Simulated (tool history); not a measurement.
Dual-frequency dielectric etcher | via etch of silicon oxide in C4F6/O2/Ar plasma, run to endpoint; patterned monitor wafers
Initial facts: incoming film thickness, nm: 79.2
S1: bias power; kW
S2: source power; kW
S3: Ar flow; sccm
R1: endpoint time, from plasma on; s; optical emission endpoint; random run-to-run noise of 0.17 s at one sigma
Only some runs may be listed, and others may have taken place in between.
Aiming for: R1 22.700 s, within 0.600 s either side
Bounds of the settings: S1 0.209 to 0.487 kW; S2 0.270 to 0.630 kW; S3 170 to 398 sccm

run	hour	S1	S2	S3	R1
1	0.0	0.348	0.450	284	19.164
2	5.2	0.348	0.480	284	19.181
3	8.4	0.329	0.470	289	19.374
4	12.9	0.313	0.450	293	20.227
5	18.5	0.313	0.520	293	19.190
6	24.9	0.299	0.510	296	19.641
7	28.4	0.287	0.500	299	20.144
8	37.2	0.277	0.490	301	20.584
9	39.0	0.269	0.480	302	20.657
10	46.5	0.261	0.470	304	21.029
11	50.9	0.254	0.460	306	21.516

Consider the 5 candidate settings below. Which is the only one whose results all fall within their allowed miss of target?
A	55.3	0.250	0.530	242	?
B	55.3	0.296	0.540	337	?
C	55.3	0.359	0.400	331	?
D	55.3	0.258	0.470	288	?
E	55.3	0.241	0.420	336	?

move	R1
A	19.971
B	19.997
C	20.511
D	21.211
E	22.996
A: moves away from the targets compared with the last run
B: moves away from the targets compared with the last run
C: moves away from the targets compared with the last run
D: moves away from the targets compared with the last run
E: meets every target
Correct choice: E, which meets every target
